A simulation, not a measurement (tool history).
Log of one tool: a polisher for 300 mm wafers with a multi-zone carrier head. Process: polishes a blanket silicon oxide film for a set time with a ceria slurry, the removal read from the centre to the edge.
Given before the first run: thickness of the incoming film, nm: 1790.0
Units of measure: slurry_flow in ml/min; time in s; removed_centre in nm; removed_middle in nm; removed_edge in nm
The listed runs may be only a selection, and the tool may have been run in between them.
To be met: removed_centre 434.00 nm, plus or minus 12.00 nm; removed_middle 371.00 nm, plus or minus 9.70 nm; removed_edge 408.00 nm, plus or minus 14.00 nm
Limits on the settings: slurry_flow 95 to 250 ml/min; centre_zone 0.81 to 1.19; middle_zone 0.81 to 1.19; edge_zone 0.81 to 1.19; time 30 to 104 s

Run 1, hour 0.0: slurry_flow 160 ml/min, centre_zone 1.00, middle_zone 1.00, edge_zone 1.00, time 67 s. Result: removed_centre 436.41 nm, removed_middle 439.34 nm, removed_edge 432.27 nm.
Run 2, hour 1.9: slurry_flow 160 ml/min, centre_zone 1.00, middle_zone 0.97, edge_zone 1.00, time 67 s. Result: removed_centre 441.12 nm, removed_middle 432.64 nm, removed_edge 426.77 nm.
Run 3, hour 7.2: slurry_flow 160 ml/min, centre_zone 1.00, middle_zone 0.97, edge_zone 0.96, time 67 s. Result: removed_centre 435.62 nm, removed_middle 433.20 nm, removed_edge 419.24 nm.
Run 4, hour 10.9: slurry_flow 160 ml/min, centre_zone 0.94, middle_zone 0.97, edge_zone 0.96, time 67 s. Result: removed_centre 414.43 nm, removed_middle 436.38 nm, removed_edge 415.85 nm.
Run 5, hour 17.9: slurry_flow 160 ml/min, centre_zone 0.98, middle_zone 0.97, edge_zone 0.96, time 67 s. Result: removed_centre 432.80 nm, removed_middle 427.08 nm, removed_edge 416.23 nm.
Run 6, hour 20.4: slurry_flow 160 ml/min, centre_zone 0.98, middle_zone 0.97, edge_zone 0.90, time 67 s. Result: removed_centre 435.24 nm, removed_middle 435.69 nm, removed_edge 412.92 nm.
Run 7, hour 29.2: slurry_flow 150 ml/min, centre_zone 0.99, middle_zone 0.95, edge_zone 0.92, time 67 s. Result: removed_centre 434.47 nm, removed_middle 420.70 nm, removed_edge 397.15 nm.
Run 8, hour 38.2: slurry_flow 150 ml/min, centre_zone 0.99, middle_zone 0.93, edge_zone 0.96, time 67 s. Result: removed_centre 433.18 nm, removed_middle 414.78 nm, removed_edge 413.66 nm.
Run 9, hour 39.3: slurry_flow 145 ml/min, centre_zone 1.00, middle_zone 0.91, edge_zone 0.97, time 67 s. Result: removed_centre 431.76 nm, removed_middle 401.26 nm, removed_edge 407.84 nm.
Run 10, hour 46.9: slurry_flow 140 ml/min, centre_zone 1.01, middle_zone 0.90, edge_zone 0.98, time 67 s. Result: removed_centre 442.33 nm, removed_middle 396.86 nm, removed_edge 407.86 nm.
Run 11, hour 48.7: slurry_flow 135 ml/min, centre_zone 1.01, middle_zone 0.89, edge_zone 0.99, time 67 s. Result: removed_centre 430.92 nm, removed_middle 391.76 nm, removed_edge 420.04 nm.
Run 12, hour 56.6: slurry_flow 135 ml/min, centre_zone 1.01, middle_zone 0.88, edge_zone 0.99, time 67 s. Result: removed_centre 430.85 nm, removed_middle 390.35 nm, removed_edge 419.34 nm.
Run 13, hour 63.6: slurry_flow 135 ml/min, centre_zone 1.01, middle_zone 0.88, edge_zone 0.99, time 67 s. Result: removed_centre 435.18 nm, removed_middle 390.61 nm, removed_edge 411.98 nm.
Run 14, hour 66.3: slurry_flow 130 ml/min, centre_zone 1.01, middle_zone 0.87, edge_zone 0.99, time 67 s. Result: removed_centre 430.66 nm, removed_middle 380.19 nm, removed_edge 409.17 nm.

4 next moves are on the table. One of them brings every result within its allowed miss. Which?
Run A, hour 69.0: slurry_flow 120 ml/min, centre_zone 1.00, middle_zone 0.95, edge_zone 0.97, time 65 s. Result: removed_centre ?, removed_middle ?, removed_edge ?.
Run B, hour 69.0: slurry_flow 95 ml/min, centre_zone 1.05, middle_zone 0.86, edge_zone 0.97, time 68 s. Result: removed_centre ?, removed_middle ?, removed_edge ?.
Run C, hour 69.0: slurry_flow 130 ml/min, centre_zone 1.03, middle_zone 0.90, edge_zone 1.02, time 62 s. Result: removed_centre ?, removed_middle ?, removed_edge ?.
Run D, hour 69.0: slurry_flow 170 ml/min, centre_zone 0.96, middle_zone 0.89, edge_zone 0.96, time 68 s. Result: removed_centre ?, removed_middle ?, removed_edge ?.

move  removed_centre  removed_middle  removed_edge
   A          412.30          403.03        404.46
   B          436.85          376.04        414.38
   C          409.85          371.28        398.47
   D          434.82          417.41        434.92
A: misses by more than the last run did
B: in spec on every target
C: brings the result that was furthest off to its target, and leaves another outside
D: misses by more than the last run did
B is the move that brings every result within its allowed miss.
